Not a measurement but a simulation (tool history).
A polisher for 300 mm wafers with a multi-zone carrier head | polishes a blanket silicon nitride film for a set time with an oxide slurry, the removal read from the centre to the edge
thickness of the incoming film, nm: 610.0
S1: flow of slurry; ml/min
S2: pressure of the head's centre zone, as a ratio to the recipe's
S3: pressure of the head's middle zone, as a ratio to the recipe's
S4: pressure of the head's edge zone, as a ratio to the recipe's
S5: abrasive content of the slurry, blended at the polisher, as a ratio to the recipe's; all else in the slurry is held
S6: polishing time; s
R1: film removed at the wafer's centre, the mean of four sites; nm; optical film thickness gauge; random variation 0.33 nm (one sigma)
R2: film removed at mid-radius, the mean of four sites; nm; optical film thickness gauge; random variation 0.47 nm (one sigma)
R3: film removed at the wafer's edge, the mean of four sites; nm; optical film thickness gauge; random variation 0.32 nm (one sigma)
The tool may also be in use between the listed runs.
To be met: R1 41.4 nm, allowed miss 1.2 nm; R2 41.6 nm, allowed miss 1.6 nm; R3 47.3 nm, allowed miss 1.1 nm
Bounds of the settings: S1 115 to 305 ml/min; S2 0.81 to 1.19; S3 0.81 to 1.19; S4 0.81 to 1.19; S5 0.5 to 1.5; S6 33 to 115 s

run,hour,S1,S2,S3,S4,S5,S6,R1,R2,R3
1,0,195,1,1,1,1,73,56.346,56.72,56.261
2,3.8,195,1,1,1.07,1,73,56.367,57.187,57.81
3,11.3,185,0.97,0.96,1.04,0.95,73,51.614,52.038,54.189
4,14.5,185,0.97,0.96,1.04,0.95,56,39.627,39.467,41.953
5,15.2,185,0.97,0.96,1.08,0.95,56,39.769,39.554,43.043
6,17.6,185,0.97,0.96,1.08,1.15,56,44.724,45.187,48.616
7,24.8,185,0.97,0.96,1.08,1.15,56,44.447,45.122,47.988
8,28.2,175,0.97,0.95,1.09,1.15,56,44.361,44.351,47.985
9,31.7,165,0.96,0.94,1.1,1.15,56,42.996,43.139,47.725

4 next moves are on the table. One of them brings every result within its allowed miss. Which?
A,35.2,120,0.96,0.95,1.09,1.1,60,?,?,?
B,35.2,150,0.92,0.82,1.19,1.15,58,?,?,?
C,35.2,140,1.01,0.91,1.11,1.15,53,?,?,?
D,35.2,170,0.85,0.9,1.02,1.05,64,?,?,?

move,R1,R2,R3
A,41.116,42.593,46.981
B,41.658,39.616,50.411
C,41.1,38.805,44.184
D,41.377,45.863,50.308
A: meets every target
B: brings the result that was furthest off to its target, and leaves another outside
C: brings the result that was furthest off to its target, and leaves another outside
D: brings the result that was furthest off to its target, and leaves another outside
Move A is the one to make.
